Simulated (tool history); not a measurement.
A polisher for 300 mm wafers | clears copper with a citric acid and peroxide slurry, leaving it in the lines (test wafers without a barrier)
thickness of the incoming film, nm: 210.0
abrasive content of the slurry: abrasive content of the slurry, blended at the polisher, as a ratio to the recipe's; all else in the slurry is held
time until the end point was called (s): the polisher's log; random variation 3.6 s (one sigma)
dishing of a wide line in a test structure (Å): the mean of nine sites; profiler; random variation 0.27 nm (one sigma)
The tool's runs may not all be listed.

| run | hour | flow of slurry (ml/min) | pressure of the wafer on the pad (kPa) | speed of the pad under the wafer (cm/s) | abrasive content of the slurry | overpolish time after the end point (s) | time until the end point was called (s) | dishing of a wide line in a test structure (Å) |
|---|---|---|---|---|---|---|---|---|
| 1 | 0 | 210 | 17.2 | 104 | 1 | 16 | 121.09 | 152.78 |
| 2 | 2.1 | 210 | 17.2 | 104 | 1 | 10 | 119.53 | 112.95 |
| 3 | 3.2 | 210 | 17.2 | 104 | 1 | 16 | 122.84 | 157.57 |
| 4 | 9.7 | 210 | 15.9 | 102 | 1 | 17 | 129.61 | 151.7 |
| 5 | 12.3 | 210 | 15.9 | 102 | 1 | 11 | 132.11 | 114.75 |
| 6 | 19.2 | 210 | 15.9 | 102 | 1.1 | 11 | 130.43 | 114.29 |
| 7 | 20.2 | 210 | 14.5 | 100 | 1.1 | 13 | 144.49 | 122.16 |
| 8 | 23.1 | 210 | 14.5 | 100 | 1.1 | 13 | 147.72 | 118.27 |
| 9 | 27.7 | 210 | 13.1 | 100 | 1.1 | 15 | 163.45 | 121.99 |
| 10 | 32.7 | 210 | 13.1 | 100 | 1.1 | 15 | 159.46 | 120.52 |
| 11 | 39 | 210 | 12.4 | 98 | 1.1 | 17 | 169.39 | 129.66 |
| 12 | 43.4 | 210 | 11.7 | 98 | 1.1 | 18 | 177.76 | 127.49 |

Run 13 comes next. What will it give?
| 13 | 49.7 | 210 | 11.7 | 98 | 1.1 | 18 | ? | ? |

Run 13 gave time until the end point was called (s) 180.41, dishing of a wide line in a test structure (Å) 126.99.
